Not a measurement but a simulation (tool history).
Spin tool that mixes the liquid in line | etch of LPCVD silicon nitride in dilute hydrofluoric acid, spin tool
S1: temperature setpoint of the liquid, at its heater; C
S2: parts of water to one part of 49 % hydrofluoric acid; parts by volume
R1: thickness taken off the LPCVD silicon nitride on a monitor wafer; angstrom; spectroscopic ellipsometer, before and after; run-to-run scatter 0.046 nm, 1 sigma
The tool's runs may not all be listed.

Run 1, hour 0: S1 25 C, S2 50 parts by volume, time under the liquid (s) 100. Result: R1 10.876 angstrom.
Run 2, hour 6.6: S1 26 C, S2 45 parts by volume, time under the liquid (s) 100. Result: R1 12.778 angstrom.
Run 3, hour 8.9: S1 23.5 C, S2 45 parts by volume, time under the liquid (s) 100. Result: R1 10.843 angstrom.
Run 4, hour 16.6: S1 25 C, S2 40 parts by volume, time under the liquid (s) 100. Result: R1 13.436 angstrom.
Run 5, hour 19.5: S1 23.5 C, S2 40 parts by volume, time under the liquid (s) 100. Result: R1 12.582 angstrom.
Run 6, hour 23.8: S1 25 C, S2 35 parts by volume, time under the liquid (s) 100. Result: R1 15.279 angstrom.
Run 7, hour 28: S1 26 C, S2 35 parts by volume, time under the liquid (s) 100. Result: R1 16.229 angstrom.

What will run 8 give?
Run 8, hour 32.6: S1 27 C, S2 35 parts by volume, time under the liquid (s) 100. Result: R1 ?.

{"run 8": {"R1": 17.277}}
